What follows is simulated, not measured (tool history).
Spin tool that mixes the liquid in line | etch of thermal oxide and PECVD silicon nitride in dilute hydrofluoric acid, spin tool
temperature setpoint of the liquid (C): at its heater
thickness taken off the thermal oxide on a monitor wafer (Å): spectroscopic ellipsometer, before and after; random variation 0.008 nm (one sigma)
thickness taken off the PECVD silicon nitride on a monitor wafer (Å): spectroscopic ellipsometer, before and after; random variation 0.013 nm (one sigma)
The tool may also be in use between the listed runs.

run    day  temperature setpoint of the liquid (C)  parts of water to one part of 49 % hydrofluoric acid (parts by volume)  time under the liquid (s)  thickness taken off the thermal oxide on a monitor wafer (Å)  thickness taken off the PECVD silicon nitride on a monitor wafer (Å)
  1      0                                      21                                                                     225                        180                                                        29.508                                                                12.028
  2  0.192                                      21                                                                     185                        180                                                        37.306                                                                15.046
  3  0.429                                      21                                                                     150                        180                                                        48.001                                                                18.842
  4  0.583                                      21                                                                     205                        180                                                        32.541                                                                13.767
  5  0.758                                    23.5                                                                     205                        180                                                        35.949                                                                 15.89
  6  0.962                                    23.5                                                                     205                        250                                                        49.863                                                                22.565
  7  1.012                                      22                                                                     255                        240                                                        34.623                                                                15.038
  8  1.112                                      19                                                                     345                        160                                                         14.21                                                                 6.016
  9  1.329                                      19                                                                     360                        160                                                        13.444                                                                6.1236
 10    1.4                                    18.5                                                                     370                        155                                                        12.182                                                                5.3696

Run 11 comes next. What will it give?
 11  1.538                                      18                                                                     375                        155                                                             ?                                                                     ?

thickness taken off the thermal oxide on a monitor wafer (Å): 11.839
thickness taken off the PECVD silicon nitride on a monitor wafer (Å): 5.3523
